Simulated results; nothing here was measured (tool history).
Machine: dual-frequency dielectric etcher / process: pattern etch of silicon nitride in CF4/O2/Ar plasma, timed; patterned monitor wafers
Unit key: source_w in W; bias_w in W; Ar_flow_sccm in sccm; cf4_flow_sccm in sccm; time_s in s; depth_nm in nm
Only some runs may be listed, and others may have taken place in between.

run 1 day=0 | source_w=430 bias_w=65 Ar_flow_sccm=97 cf4_flow_sccm=126 time_s=12.5 | depth_nm=22.176
run 2 day=0.175 | source_w=420 bias_w=65 Ar_flow_sccm=97 cf4_flow_sccm=126 time_s=12.5 | depth_nm=21.674
run 3 day=0.404 | source_w=410 bias_w=65 Ar_flow_sccm=97 cf4_flow_sccm=126 time_s=12.5 | depth_nm=21.543
run 4 day=0.433 | source_w=410 bias_w=70 Ar_flow_sccm=97 cf4_flow_sccm=126 time_s=12.5 | depth_nm=22.221
run 5 day=0.638 | source_w=410 bias_w=70 Ar_flow_sccm=97 cf4_flow_sccm=142 time_s=12.5 | depth_nm=22.47
run 6 day=0.746 | source_w=410 bias_w=75 Ar_flow_sccm=97 cf4_flow_sccm=142 time_s=12.5 | depth_nm=22.987

What does the tool deliver on the next run?
run 7 day=0.771 | source_w=400 bias_w=75 Ar_flow_sccm=97 cf4_flow_sccm=142 time_s=12.5 | depth_nm=?

depth_nm: 22.516 nm

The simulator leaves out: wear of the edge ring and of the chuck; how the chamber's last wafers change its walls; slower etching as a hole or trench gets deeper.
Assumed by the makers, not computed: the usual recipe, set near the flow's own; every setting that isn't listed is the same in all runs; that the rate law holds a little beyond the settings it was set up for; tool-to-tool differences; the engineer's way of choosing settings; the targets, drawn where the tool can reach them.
